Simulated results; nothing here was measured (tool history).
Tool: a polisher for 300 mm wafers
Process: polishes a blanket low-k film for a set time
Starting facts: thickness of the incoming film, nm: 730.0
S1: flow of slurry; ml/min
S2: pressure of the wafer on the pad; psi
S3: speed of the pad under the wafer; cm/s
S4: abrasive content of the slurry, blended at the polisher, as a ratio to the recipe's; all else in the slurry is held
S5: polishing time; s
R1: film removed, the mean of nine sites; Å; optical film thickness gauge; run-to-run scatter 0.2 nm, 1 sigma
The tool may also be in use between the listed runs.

Run 1, hour 0: S1 200 ml/min, S2 1.6 psi, S3 102 cm/s, S4 1, S5 113 s. Result: R1 397.28 Å.
Run 2, hour 1.3: S1 200 ml/min, S2 1.4 psi, S3 102 cm/s, S4 1, S5 113 s. Result: R1 352 Å.
Run 3, hour 4.7: S1 200 ml/min, S2 1.4 psi, S3 102 cm/s, S4 1.1, S5 113 s. Result: R1 370.04 Å.
Run 4, hour 6.2: S1 200 ml/min, S2 1.4 psi, S3 102 cm/s, S4 1.2, S5 113 s. Result: R1 387.05 Å.
Run 5, hour 7.8: S1 180 ml/min, S2 1.4 psi, S3 102 cm/s, S4 1.2, S5 113 s. Result: R1 381.23 Å.
Run 6, hour 13.9: S1 175 ml/min, S2 1.2 psi, S3 98 cm/s, S4 1.2, S5 113 s. Result: R1 322.68 Å.
Run 7, hour 18.4: S1 170 ml/min, S2 1.1 psi, S3 96 cm/s, S4 1.2, S5 113 s. Result: R1 301.07 Å.
Run 8, hour 22.9: S1 170 ml/min, S2 1.1 psi, S3 96 cm/s, S4 1.2, S5 113 s. Result: R1 298.61 Å.
Run 9, hour 29.4: S1 165 ml/min, S2 1 psi, S3 94 cm/s, S4 1.2, S5 113 s. Result: R1 273.61 Å.

What does the tool deliver on the next run?
Run 10, hour 32.2: S1 160 ml/min, S2 0.9 psi, S3 94 cm/s, S4 1.2, S5 113 s. Result: R1 ?.

Run 10 gave R1 255 Å.

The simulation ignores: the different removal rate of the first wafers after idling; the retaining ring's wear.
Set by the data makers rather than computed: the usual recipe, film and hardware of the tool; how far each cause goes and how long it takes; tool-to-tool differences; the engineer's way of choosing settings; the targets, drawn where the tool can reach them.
